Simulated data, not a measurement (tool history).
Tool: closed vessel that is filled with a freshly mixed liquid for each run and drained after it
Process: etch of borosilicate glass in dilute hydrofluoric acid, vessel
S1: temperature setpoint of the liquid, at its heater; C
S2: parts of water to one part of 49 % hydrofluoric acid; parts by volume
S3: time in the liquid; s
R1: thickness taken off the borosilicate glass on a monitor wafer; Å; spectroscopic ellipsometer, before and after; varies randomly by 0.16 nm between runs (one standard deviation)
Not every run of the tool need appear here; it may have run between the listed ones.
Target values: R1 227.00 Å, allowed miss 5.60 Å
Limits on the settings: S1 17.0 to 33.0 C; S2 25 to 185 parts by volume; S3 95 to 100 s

{"run": 1, "day": 0.0, "S1": 25.0, "S2": 105, "S3": 95, "R1": 367.22}
{"run": 2, "day": 0.296, "S1": 23.0, "S2": 110, "S3": 95, "R1": 317.4}
{"run": 3, "day": 0.654, "S1": 20.0, "S2": 110, "S3": 95, "R1": 282.69}
{"run": 4, "day": 0.925, "S1": 19.5, "S2": 110, "S3": 95, "R1": 274.67}
{"run": 5, "day": 1.067, "S1": 19.0, "S2": 110, "S3": 95, "R1": 270.4}
{"run": 6, "day": 1.329, "S1": 19.0, "S2": 110, "S3": 95, "R1": 268.41}
{"run": 7, "day": 1.479, "S1": 18.5, "S2": 110, "S3": 95, "R1": 262.16}
{"run": 8, "day": 1.658, "S1": 18.0, "S2": 110, "S3": 95, "R1": 263.11}
{"run": 9, "day": 1.942, "S1": 17.5, "S2": 115, "S3": 95, "R1": 243.48}
{"run": 10, "day": 2.212, "S1": 17.5, "S2": 115, "S3": 95, "R1": 244.46}

Which single option among these 4 for the next run brings every result within its allowed miss of target? Just one does.
{"run": "A", "day": 2.483, "S1": 17.5, "S2": 120, "S3": 100, "R1": "?"}
{"run": "B", "day": 2.483, "S1": 17.0, "S2": 120, "S3": 100, "R1": "?"}
{"run": "C", "day": 2.483, "S1": 17.0, "S2": 115, "S3": 95, "R1": "?"}
{"run": "D", "day": 2.483, "S1": 18.0, "S2": 130, "S3": 100, "R1": "?"}

move=A R1=242.48
move=B R1=237.48
move=C R1=236.61
move=D R1=226.17
A: gains on the last run, yet a result remains outside its allowed miss
B: gains on the last run, yet a result remains outside its allowed miss
C: gains on the last run, yet a result remains outside its allowed miss
D: in spec on every target
So the answer is move D, the one that meets all the targets.

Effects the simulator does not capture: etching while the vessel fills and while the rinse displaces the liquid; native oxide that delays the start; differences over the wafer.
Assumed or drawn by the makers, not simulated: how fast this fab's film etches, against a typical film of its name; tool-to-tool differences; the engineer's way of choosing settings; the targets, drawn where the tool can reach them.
